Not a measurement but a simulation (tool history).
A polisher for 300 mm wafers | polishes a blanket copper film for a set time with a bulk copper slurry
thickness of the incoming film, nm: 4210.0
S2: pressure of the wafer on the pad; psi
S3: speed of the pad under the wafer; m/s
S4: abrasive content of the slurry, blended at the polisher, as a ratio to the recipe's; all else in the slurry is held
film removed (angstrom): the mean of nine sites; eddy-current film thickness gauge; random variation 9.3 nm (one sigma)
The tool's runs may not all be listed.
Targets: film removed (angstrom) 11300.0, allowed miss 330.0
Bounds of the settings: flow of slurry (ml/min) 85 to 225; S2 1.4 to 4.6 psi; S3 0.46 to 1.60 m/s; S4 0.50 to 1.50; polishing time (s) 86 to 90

run 1 hour=0.0 | flow_of_slurry_(ml/min)=145 S2=3.0 S3=1.02 S4=1.00 polishing_time_(s)=86 | film_removed_(angstrom)=8037.6
run 2 hour=5.0 | flow_of_slurry_(ml/min)=150 S2=3.2 S3=1.02 S4=1.00 polishing_time_(s)=86 | film_removed_(angstrom)=8595.2
run 3 hour=13.4 | flow_of_slurry_(ml/min)=150 S2=3.2 S3=1.02 S4=1.00 polishing_time_(s)=86 | film_removed_(angstrom)=8513.6
run 4 hour=16.5 | flow_of_slurry_(ml/min)=155 S2=3.4 S3=1.02 S4=1.00 polishing_time_(s)=86 | film_removed_(angstrom)=9165.8
run 5 hour=18.4 | flow_of_slurry_(ml/min)=155 S2=3.4 S3=1.02 S4=0.95 polishing_time_(s)=86 | film_removed_(angstrom)=9206.0
run 6 hour=21.9 | flow_of_slurry_(ml/min)=155 S2=2.7 S3=1.02 S4=0.95 polishing_time_(s)=86 | film_removed_(angstrom)=7306.2
run 7 hour=24.3 | flow_of_slurry_(ml/min)=160 S2=3.0 S3=1.02 S4=0.95 polishing_time_(s)=86 | film_removed_(angstrom)=8275.3
run 8 hour=25.7 | flow_of_slurry_(ml/min)=170 S2=3.1 S3=1.02 S4=0.95 polishing_time_(s)=86 | film_removed_(angstrom)=8396.5
run 9 hour=29.6 | flow_of_slurry_(ml/min)=170 S2=3.3 S3=1.02 S4=0.95 polishing_time_(s)=86 | film_removed_(angstrom)=9068.4
run 10 hour=38.2 | flow_of_slurry_(ml/min)=175 S2=3.4 S3=1.02 S4=0.95 polishing_time_(s)=86 | film_removed_(angstrom)=9400.3
run 11 hour=45.2 | flow_of_slurry_(ml/min)=180 S2=3.5 S3=1.02 S4=0.95 polishing_time_(s)=86 | film_removed_(angstrom)=9608.5
run 12 hour=49.1 | flow_of_slurry_(ml/min)=180 S2=3.6 S3=1.02 S4=0.95 polishing_time_(s)=86 | film_removed_(angstrom)=9863.3
run 13 hour=55.2 | flow_of_slurry_(ml/min)=180 S2=3.7 S3=1.02 S4=0.95 polishing_time_(s)=86 | film_removed_(angstrom)=10198.0
run 14 hour=60.4 | flow_of_slurry_(ml/min)=180 S2=3.8 S3=1.02 S4=0.95 polishing_time_(s)=86 | film_removed_(angstrom)=10313.0

Which of these 4 next moves meets every target?
run A hour=65.6 | flow_of_slurry_(ml/min)=145 S2=3.7 S3=0.84 S4=1.05 polishing_time_(s)=90 | film_removed_(angstrom)=?
run B hour=65.6 | flow_of_slurry_(ml/min)=170 S2=4.5 S3=0.90 S4=1.20 polishing_time_(s)=88 | film_removed_(angstrom)=?
run C hour=65.6 | flow_of_slurry_(ml/min)=180 S2=4.0 S3=0.96 S4=1.00 polishing_time_(s)=90 | film_removed_(angstrom)=?
run D hour=65.6 | flow_of_slurry_(ml/min)=190 S2=3.9 S3=0.94 S4=1.00 polishing_time_(s)=86 | film_removed_(angstrom)=?

move=A film_removed_(angstrom)=9318.7
move=B film_removed_(angstrom)=12135.0
move=C film_removed_(angstrom)=11154.0
move=D film_removed_(angstrom)=10354.0
A: further off than the last run
B: takes the result that was furthest off past its target
C: meets every target
D: as far off as the last run
Move C is the one to make.
